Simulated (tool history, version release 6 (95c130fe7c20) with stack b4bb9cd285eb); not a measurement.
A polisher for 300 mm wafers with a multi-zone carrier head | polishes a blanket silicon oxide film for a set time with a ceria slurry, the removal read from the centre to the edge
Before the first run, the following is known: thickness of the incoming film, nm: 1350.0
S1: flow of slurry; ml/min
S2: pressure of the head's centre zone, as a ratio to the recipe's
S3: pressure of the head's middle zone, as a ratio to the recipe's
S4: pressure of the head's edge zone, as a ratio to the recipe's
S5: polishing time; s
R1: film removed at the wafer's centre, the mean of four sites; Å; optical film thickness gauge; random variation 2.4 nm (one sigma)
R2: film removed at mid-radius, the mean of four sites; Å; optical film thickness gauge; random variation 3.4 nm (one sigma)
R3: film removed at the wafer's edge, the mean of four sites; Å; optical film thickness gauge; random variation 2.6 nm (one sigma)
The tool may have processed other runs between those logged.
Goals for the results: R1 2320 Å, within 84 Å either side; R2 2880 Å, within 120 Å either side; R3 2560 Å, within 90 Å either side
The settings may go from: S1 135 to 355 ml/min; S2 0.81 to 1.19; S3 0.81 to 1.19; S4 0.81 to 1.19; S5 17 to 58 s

| run | hour | S1 | S2 | S3 | S4 | S5 | R1 | R2 | R3 |
|---|---|---|---|---|---|---|---|---|---|
| 1 | 0 | 225 | 1 | 1 | 1 | 37 | 1882.1 | 1863.5 | 1908.7 |
| 2 | 4.3 | 225 | 1 | 1.06 | 1 | 37 | 1902.8 | 1936.4 | 1876.7 |
| 3 | 7.4 | 225 | 1 | 1.06 | 1.06 | 37 | 1893.6 | 1945.7 | 1961.9 |
| 4 | 12.6 | 225 | 0.93 | 1.06 | 1.06 | 37 | 1744.8 | 1950.4 | 1992.7 |
| 5 | 18.2 | 225 | 0.93 | 1.06 | 1.06 | 41 | 1943.4 | 2122.3 | 2165.2 |
|  | 21.1 | edge zone pressure recalibrated |
| 6 | 21.1 | 225 | 0.93 | 1.06 | 1.06 | 49 | 2323.5 | 2583.1 | 2501.3 |
| 7 | 28.8 | 225 | 0.93 | 1.07 | 1.06 | 49 | 2339.9 | 2621.8 | 2502 |
| 8 | 32.7 | 225 | 0.93 | 1.08 | 1.06 | 49 | 2345.7 | 2604.2 | 2506.3 |
| 9 | 36.4 | 225 | 0.92 | 1.09 | 1.06 | 49 | 2347.9 | 2600.4 | 2563.2 |
| 10 | 36.9 | 250 | 0.86 | 1.19 | 0.96 | 49 | 2189 | 2906.5 | 2457.5 |
| 11 | 41.6 | 250 | 0.86 | 1.19 | 0.97 | 49 | 2174.8 | 2817.5 | 2436.1 |
| 12 | 48.8 | 255 | 0.86 | 1.19 | 0.98 | 49 | 2194 | 2871.2 | 2456.4 |
| 13 | 54.5 | 255 | 0.86 | 1.19 | 0.99 | 49 | 2192.7 | 2891.6 | 2511.4 |

5 next moves are on the table. One of them brings every result within its allowed miss. Which?
| A | 60.2 | 255 | 0.98 | 1.05 | 1.03 | 50 | ? | ? | ? |
| B | 60.2 | 250 | 0.83 | 1.19 | 1.06 | 49 | ? | ? | ? |
| C | 60.2 | 280 | 0.87 | 1.12 | 0.98 | 51 | ? | ? | ? |
| D | 60.2 | 310 | 0.81 | 1.15 | 1 | 51 | ? | ? | ? |
| E | 60.2 | 210 | 0.86 | 1.12 | 1.13 | 49 | ? | ? | ? |

| move | R1 | R2 | R3 |
|---|---|---|---|
| A | 2563 | 2602.9 | 2518.1 |
| B | 2121.3 | 2836.2 | 2489.1 |
| C | 2344.6 | 2834.4 | 2532.2 |
| D | 2205.3 | 2928.4 | 2571 |
| E | 2148.2 | 2636.8 | 2522.5 |
A: takes the biggest miss from the last run beyond its target
B: its largest miss is bigger than the last run's
C: meets every target
D: gains on the last run, yet a result remains outside its allowed miss
E: its largest miss is bigger than the last run's
Answer: C

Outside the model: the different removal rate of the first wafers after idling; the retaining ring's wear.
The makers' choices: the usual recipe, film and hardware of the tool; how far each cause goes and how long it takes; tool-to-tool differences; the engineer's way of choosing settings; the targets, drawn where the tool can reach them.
